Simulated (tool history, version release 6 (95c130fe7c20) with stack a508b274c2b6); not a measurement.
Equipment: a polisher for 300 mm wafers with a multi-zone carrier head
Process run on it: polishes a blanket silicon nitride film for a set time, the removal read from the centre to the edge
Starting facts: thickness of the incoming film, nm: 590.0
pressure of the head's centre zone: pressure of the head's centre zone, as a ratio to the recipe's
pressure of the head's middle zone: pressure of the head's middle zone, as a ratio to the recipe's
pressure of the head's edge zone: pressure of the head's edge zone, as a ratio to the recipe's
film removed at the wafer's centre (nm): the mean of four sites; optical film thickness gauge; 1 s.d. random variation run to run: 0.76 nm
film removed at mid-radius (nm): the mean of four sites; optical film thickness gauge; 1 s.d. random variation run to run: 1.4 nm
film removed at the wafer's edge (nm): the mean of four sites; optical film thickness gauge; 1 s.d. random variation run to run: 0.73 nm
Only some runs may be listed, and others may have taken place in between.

run	hour	flow of slurry (ml/min)	pressure of the head's centre zone	pressure of the head's middle zone	pressure of the head's edge zone	polishing time (s)	film removed at the wafer's centre (nm)	film removed at mid-radius (nm)	film removed at the wafer's edge (nm)
1	0	175	1	1	1	35	92.154	90.726	92.281
2	0.8	175	1	1	1	27	71.085	70.864	71.018
3	2.9	175	1	1	1	22	57.635	57.171	58.067
4	10.2	175	1	0.94	1	22	57.514	54.779	58.1
5	13.7	175	1	0.94	1	18	47.139	44.721	47.728
6	20.6	175	1	0.88	1	18	46.761	42.224	47.32
7	23.7	190	1.03	0.96	1.05	23	62.911	59.611	62.637
8	28.7	195	1.06	0.99	1.09	27	76.705	70.563	75.604
9	37.5	205	1.08	1.04	1.12	29	83.547	80.501	81.976
10	38.3	210	1.1	1.06	1.14	32	94.826	90.121	91.092
11	41.6	215	1.11	1.08	1.15	34	102.04	96.887	97.384
12	44.2	220	1.12	1.1	1.16	36	107.93	104.56	102.73

The next listed run, before its measurement:
13	50.6	225	1.13	1.11	1.17	37	?	?	?

film removed at the wafer's centre (nm): 114.08
film removed at mid-radius (nm): 108.27
film removed at the wafer's edge (nm): 108.43
